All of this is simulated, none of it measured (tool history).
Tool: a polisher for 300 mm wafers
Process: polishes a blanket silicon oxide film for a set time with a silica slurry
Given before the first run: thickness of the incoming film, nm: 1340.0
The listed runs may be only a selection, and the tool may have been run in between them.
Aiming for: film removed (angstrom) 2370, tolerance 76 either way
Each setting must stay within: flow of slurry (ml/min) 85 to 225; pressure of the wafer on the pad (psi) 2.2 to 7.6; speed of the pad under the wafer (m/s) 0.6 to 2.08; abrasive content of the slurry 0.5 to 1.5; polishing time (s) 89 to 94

run	day	flow of slurry (ml/min)	pressure of the wafer on the pad (psi)	speed of the pad under the wafer (m/s)	abrasive content of the slurry	polishing time (s)	film removed (angstrom)
1	0	145	4.9	1.34	1	89	3617
2	0.292	145	4.9	1.34	0.8	89	3170.6
3	0.396	140	4.6	1.34	0.8	89	3007.2
4	0.446	140	4.6	1.34	0.8	94	3128
5	0.712	140	4.6	1.34	0.65	94	2814
6	1.062	135	4.5	1.34	0.65	94	2740.1
7	1.146	130	4.4	1.34	0.65	94	2672.4
8	1.246	125	4.3	1.34	0.65	94	2628.9

5 next moves are on the table. One of them brings every result within its allowed miss. Which?
A	1.346	125	4.5	1.58	0.65	94	?
B	1.346	90	5.7	1.18	0.75	93	?
C	1.346	145	3.7	1.48	0.65	89	?
D	1.346	85	4.1	1.74	0.75	91	?
E	1.346	85	4.3	1.36	0.7	94	?

move	film removed (angstrom)
A	3096.6
B	3124.3
C	2374.6
D	3049.4
E	2599.5
A: misses by more than the last run did
B: misses by more than the last run did
C: each result inside its tolerance
D: misses by more than the last run did
E: closer than the last run, but not yet in spec
Correct choice: C, which meets every target

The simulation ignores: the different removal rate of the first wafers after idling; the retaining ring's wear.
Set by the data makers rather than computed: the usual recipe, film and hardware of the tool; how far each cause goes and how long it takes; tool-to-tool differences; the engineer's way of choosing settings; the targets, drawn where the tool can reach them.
